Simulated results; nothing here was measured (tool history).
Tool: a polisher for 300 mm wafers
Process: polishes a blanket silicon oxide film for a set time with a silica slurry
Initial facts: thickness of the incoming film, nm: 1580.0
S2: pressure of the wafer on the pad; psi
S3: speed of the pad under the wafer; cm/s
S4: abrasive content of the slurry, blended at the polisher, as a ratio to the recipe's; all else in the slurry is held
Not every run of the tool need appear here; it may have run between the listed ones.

Run 1, day 0.000: flow of slurry (ml/min) 275, S2 2.8 psi, S3 104 cm/s, S4 1.0, polishing time (s) 42. Result: film removed (nm) 105.310.
Run 2, day 0.179: flow of slurry (ml/min) 275, S2 2.8 psi, S3 104 cm/s, S4 1.0, polishing time (s) 38. Result: film removed (nm) 95.376.
Run 3, day 0.492: flow of slurry (ml/min) 275, S2 2.8 psi, S3 104 cm/s, S4 1.2, polishing time (s) 38. Result: film removed (nm) 105.480.
Run 4, day 0.662: flow of slurry (ml/min) 275, S2 2.6 psi, S3 104 cm/s, S4 1.2, polishing time (s) 38. Result: film removed (nm) 99.134.
Run 5, day 0.692: flow of slurry (ml/min) 275, S2 2.4 psi, S3 104 cm/s, S4 1.2, polishing time (s) 38. Result: film removed (nm) 92.205.
Run 6, day 0.850: flow of slurry (ml/min) 335, S2 2.4 psi, S3 104 cm/s, S4 1.2, polishing time (s) 38. Result: film removed (nm) 92.016.

Predict the results of run 7:
Run 7, day 0.942: flow of slurry (ml/min) 335, S2 1.7 psi, S3 104 cm/s, S4 1.2, polishing time (s) 38. Result: film removed (nm) ?.

Run 7 gave film removed (nm) 67.816.

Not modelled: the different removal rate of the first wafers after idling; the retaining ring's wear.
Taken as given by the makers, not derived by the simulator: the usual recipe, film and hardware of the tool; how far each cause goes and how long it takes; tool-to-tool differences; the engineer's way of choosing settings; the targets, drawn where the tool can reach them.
